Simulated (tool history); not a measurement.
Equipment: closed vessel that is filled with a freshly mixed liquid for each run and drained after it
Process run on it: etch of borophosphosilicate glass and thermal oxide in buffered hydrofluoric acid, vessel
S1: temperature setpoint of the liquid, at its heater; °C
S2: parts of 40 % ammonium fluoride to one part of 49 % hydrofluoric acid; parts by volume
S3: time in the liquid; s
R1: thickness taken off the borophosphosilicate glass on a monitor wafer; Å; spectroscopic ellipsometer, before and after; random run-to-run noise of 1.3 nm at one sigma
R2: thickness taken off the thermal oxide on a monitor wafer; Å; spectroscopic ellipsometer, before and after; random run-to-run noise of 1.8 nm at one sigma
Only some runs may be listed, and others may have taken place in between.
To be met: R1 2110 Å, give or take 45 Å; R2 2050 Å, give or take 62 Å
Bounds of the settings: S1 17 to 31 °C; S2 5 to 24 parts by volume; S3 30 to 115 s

run	day	S1	S2	S3	R1	R2
1	0	23	14.5	60	442.69	434.93
2	0.05	23	14.5	70	519.83	502.35
3	0.35	23	14.5	60	446.41	436.18
4	0.683	24.5	13	65	580.62	568.34
5	0.967	25.5	11.5	70	749.27	737.56
6	1.125	25.5	15	70	578.22	568.28
7	1.504	26.5	13	75	756.14	731.49
8	1.758	27.5	11.5	75	890.8	867.09
9	1.892	28	10.5	75	1008.1	982.02
10	1.933	28.5	9.5	75	1110.1	1093
11	2.008	29	8.5	75	1276.1	1237.5
12	2.129	29.5	8	75	1383.2	1359.6
13	2.4	30	7.5	75	1527.4	1517.6
14	2.612	30	7	75	1649.3	1595.5
15	2.8	30	6.5	75	1748	1704.7

Exactly one of the 4 candidate moves below puts every result within its allowed miss. Which one?
A	2.988	31	5.5	70	?	?
B	2.988	22.5	5	100	?	?
C	2.988	26.5	7	115	?	?
D	2.988	26.5	6	95	?	?

move	R1	R2
A	1998.8	1938.6
B	1973.2	1894.4
C	2095.7	2035.4
D	1984.1	1921.6
A: closes in on the targets versus the last run, not all within tolerance yet
B: closes in on the targets versus the last run, not all within tolerance yet
C: each result inside its tolerance
D: closes in on the targets versus the last run, not all within tolerance yet
Answer: C
